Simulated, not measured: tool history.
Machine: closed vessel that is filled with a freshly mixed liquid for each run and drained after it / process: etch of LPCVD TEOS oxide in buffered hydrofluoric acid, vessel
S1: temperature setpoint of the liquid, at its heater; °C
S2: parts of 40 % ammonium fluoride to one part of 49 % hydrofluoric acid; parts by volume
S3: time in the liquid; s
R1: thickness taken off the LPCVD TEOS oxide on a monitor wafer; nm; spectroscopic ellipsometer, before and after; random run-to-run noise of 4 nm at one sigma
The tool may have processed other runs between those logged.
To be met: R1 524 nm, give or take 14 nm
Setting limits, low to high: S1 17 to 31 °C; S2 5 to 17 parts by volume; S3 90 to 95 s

{"run": 1, "hour": 0.0, "S1": 23, "S2": 10.5, "S3": 90, "R1": 300.77}
{"run": 2, "hour": 2.1, "S1": 23, "S2": 13, "S3": 90, "R1": 243.22}
{"run": 3, "hour": 5.8, "S1": 25.5, "S2": 13, "S3": 90, "R1": 273.33}
{"run": 4, "hour": 8.2, "S1": 28.5, "S2": 13, "S3": 90, "R1": 329.76}
{"run": 5, "hour": 17.2, "S1": 28.5, "S2": 11.5, "S3": 90, "R1": 370.17}
{"run": 6, "hour": 24.0, "S1": 28.5, "S2": 11.5, "S3": 95, "R1": 391.16}
{"run": 7, "hour": 26.3, "S1": 29, "S2": 11, "S3": 95, "R1": 415.44}
{"run": 8, "hour": 33.2, "S1": 29.5, "S2": 10.5, "S3": 95, "R1": 447.37}
{"run": 9, "hour": 36.8, "S1": 30, "S2": 10.5, "S3": 95, "R1": 462.76}

Of the 4 settings listed for the next run, only one would bring every result within its allowed miss of target. Which one?
{"run": "A", "hour": 40.4, "S1": 29.5, "S2": 11, "S3": 95, "R1": "?"}
{"run": "B", "hour": 40.4, "S1": 31, "S2": 10.5, "S3": 95, "R1": "?"}
{"run": "C", "hour": 40.4, "S1": 30.5, "S2": 10, "S3": 95, "R1": "?"}
{"run": "D", "hour": 40.4, "S1": 29, "S2": 8.5, "S3": 95, "R1": "?"}

move=A R1=427.14
move=B R1=483.44
move=C R1=493.84
move=D R1=518.83
A: further off than the last run
B: nearer than the last run, and not there yet
C: nearer than the last run, and not there yet
D: in spec on every target
The right move is D.

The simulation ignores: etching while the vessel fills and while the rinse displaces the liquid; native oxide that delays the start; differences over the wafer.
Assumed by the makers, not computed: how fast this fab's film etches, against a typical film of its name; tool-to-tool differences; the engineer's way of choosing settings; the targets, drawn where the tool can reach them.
